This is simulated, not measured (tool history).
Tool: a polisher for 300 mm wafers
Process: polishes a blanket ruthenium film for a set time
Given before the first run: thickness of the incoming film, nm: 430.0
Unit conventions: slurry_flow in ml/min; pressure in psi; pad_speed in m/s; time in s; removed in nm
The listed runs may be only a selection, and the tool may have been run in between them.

run,hour,slurry_flow,pressure,pad_speed,time,removed
1,0.0,310,2.4,1.28,21,37.203
2,7.7,310,2.4,0.98,21,28.779
3,10.6,315,2.5,0.98,21,29.971
4,12.7,315,2.6,0.98,21,30.872
5,18.2,315,2.6,0.70,21,22.438
6,26.3,320,2.9,0.70,21,24.655
7,33.8,320,3.1,0.72,21,26.625
8,35.2,320,3.3,0.72,21,28.051

The next listed run, before its measurement:
9,43.7,320,3.4,0.72,21,?

Run 9 came out at removed 28.445 nm.
